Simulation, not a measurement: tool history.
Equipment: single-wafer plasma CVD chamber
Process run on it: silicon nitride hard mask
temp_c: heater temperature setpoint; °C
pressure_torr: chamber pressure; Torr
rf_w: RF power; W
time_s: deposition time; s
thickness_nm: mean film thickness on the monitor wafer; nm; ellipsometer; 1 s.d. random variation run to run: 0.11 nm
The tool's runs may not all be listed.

| run | hour | temp_c | pressure_torr | rf_w | time_s | thickness_nm |
|---|---|---|---|---|---|---|
| 1 | 0 | 380 | 1.34 | 270 | 36.9 | 36.699 |
| 2 | 6.2 | 380 | 1.17 | 270 | 36.9 | 35.35 |
| 3 | 12.8 | 380 | 1.17 | 270 | 36.9 | 35.291 |
| 4 | 18.1 | 380 | 1.05 | 265 | 36.9 | 34.199 |
| 5 | 20.3 | 380 | 0.97 | 260 | 36.9 | 33.337 |
| 6 | 22.8 | 380 | 0.92 | 255 | 36.9 | 32.631 |

The next listed run, before its measurement:
| 7 | 25.4 | 380 | 0.88 | 250 | 36.9 | ? |

thickness_nm: 31.998 nm

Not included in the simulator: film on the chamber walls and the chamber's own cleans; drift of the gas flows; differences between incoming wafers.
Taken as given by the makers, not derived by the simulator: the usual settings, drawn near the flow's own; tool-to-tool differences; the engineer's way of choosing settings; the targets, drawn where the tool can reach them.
